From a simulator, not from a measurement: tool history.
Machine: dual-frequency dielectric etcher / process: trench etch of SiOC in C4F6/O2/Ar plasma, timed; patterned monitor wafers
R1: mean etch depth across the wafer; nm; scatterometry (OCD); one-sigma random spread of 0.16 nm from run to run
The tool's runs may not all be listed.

{"run": 1, "hour": 0.0, "source power (kW)": 0.47, "bias power (kW)": 0.164, "etch time (s)": 22, "R1": 49.628}
{"run": 2, "hour": 7.1, "source power (kW)": 0.47, "bias power (kW)": 0.18, "etch time (s)": 22, "R1": 51.013}
{"run": 3, "hour": 9.7, "source power (kW)": 0.41, "bias power (kW)": 0.17, "etch time (s)": 22, "R1": 47.72}
{"run": 4, "hour": 17.8, "source power (kW)": 0.37, "bias power (kW)": 0.164, "etch time (s)": 22, "R1": 45.276}
{"run": 5, "hour": 19.6, "source power (kW)": 0.37, "bias power (kW)": 0.164, "etch time (s)": 23, "R1": 47.567}
{"run": 6, "hour": 25.6, "source power (kW)": 0.33, "bias power (kW)": 0.164, "etch time (s)": 23, "R1": 45.627}
{"run": 7, "hour": 33.3, "source power (kW)": 0.32, "bias power (kW)": 0.159, "etch time (s)": 23, "R1": 44.812}

Run 8 is up next; what results do you expect?
{"run": 8, "hour": 38.4, "source power (kW)": 0.31, "bias power (kW)": 0.155, "etch time (s)": 23, "R1": "?"}

Run 8 produced R1 43.997 nm.

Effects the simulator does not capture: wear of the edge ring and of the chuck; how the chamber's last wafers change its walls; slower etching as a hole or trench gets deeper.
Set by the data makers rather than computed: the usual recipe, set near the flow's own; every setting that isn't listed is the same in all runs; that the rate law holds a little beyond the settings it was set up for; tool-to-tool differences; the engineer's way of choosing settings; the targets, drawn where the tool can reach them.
